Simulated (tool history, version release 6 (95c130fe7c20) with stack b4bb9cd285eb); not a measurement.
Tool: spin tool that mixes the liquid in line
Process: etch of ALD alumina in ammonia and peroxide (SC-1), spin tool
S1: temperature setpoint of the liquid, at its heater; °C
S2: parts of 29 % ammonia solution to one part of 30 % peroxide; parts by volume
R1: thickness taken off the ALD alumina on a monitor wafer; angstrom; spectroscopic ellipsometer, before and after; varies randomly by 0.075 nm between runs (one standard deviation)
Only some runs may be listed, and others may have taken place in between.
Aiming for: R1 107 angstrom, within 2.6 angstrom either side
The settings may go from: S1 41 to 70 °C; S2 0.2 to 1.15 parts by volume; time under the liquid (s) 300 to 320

{"run": 1, "hour": 0.0, "S1": 57, "S2": 0.65, "time under the liquid (s)": 300, "R1": 213.81}
{"run": 2, "hour": 1.9, "S1": 53.5, "S2": 0.65, "time under the liquid (s)": 300, "R1": 178.87}
{"run": 3, "hour": 6.1, "S1": 50.5, "S2": 0.65, "time under the liquid (s)": 300, "R1": 151.08}
{"run": 4, "hour": 11.0, "S1": 48.5, "S2": 0.65, "time under the liquid (s)": 300, "R1": 136.91}
{"run": 5, "hour": 14.0, "S1": 48.5, "S2": 0.65, "time under the liquid (s)": 320, "R1": 146.45}
{"run": 6, "hour": 21.6, "S1": 48.5, "S2": 0.55, "time under the liquid (s)": 320, "R1": 142.18}
{"run": 7, "hour": 30.3, "S1": 47, "S2": 0.55, "time under the liquid (s)": 320, "R1": 131.45}
{"run": 8, "hour": 38.6, "S1": 46, "S2": 0.55, "time under the liquid (s)": 320, "R1": 122.98}
{"hour": 43.3, "done": "new drum of ammonia solution connected"}
{"run": 9, "hour": 43.3, "S1": 45.5, "S2": 0.55, "time under the liquid (s)": 320, "R1": 120.62}

Which single option among these 5 for the next run brings every result within its allowed miss of target? Just one does.
{"run": "A", "hour": 48.0, "S1": 43, "S2": 0.65, "time under the liquid (s)": 320, "R1": "?"}
{"run": "B", "hour": 48.0, "S1": 45, "S2": 0.6, "time under the liquid (s)": 310, "R1": "?"}
{"run": "C", "hour": 48.0, "S1": 44.5, "S2": 0.6, "time under the liquid (s)": 320, "R1": "?"}
{"run": "D", "hour": 48.0, "S1": 42.5, "S2": 0.45, "time under the liquid (s)": 320, "R1": "?"}
{"run": "E", "hour": 48.0, "S1": 46, "S2": 0.4, "time under the liquid (s)": 300, "R1": "?"}

move=A R1=105.74
move=B R1=114.01
move=C R1=114.38
move=D R1=99.192
move=E R1=112.36
A: every result lands within tolerance
B: nearer the targets than the last run, but a result is still out of spec
C: nearer the targets than the last run, but a result is still out of spec
D: moves the result that the last run missed by most past its target, out the other side
E: nearer the targets than the last run, but a result is still out of spec
The move that meets every target is A.
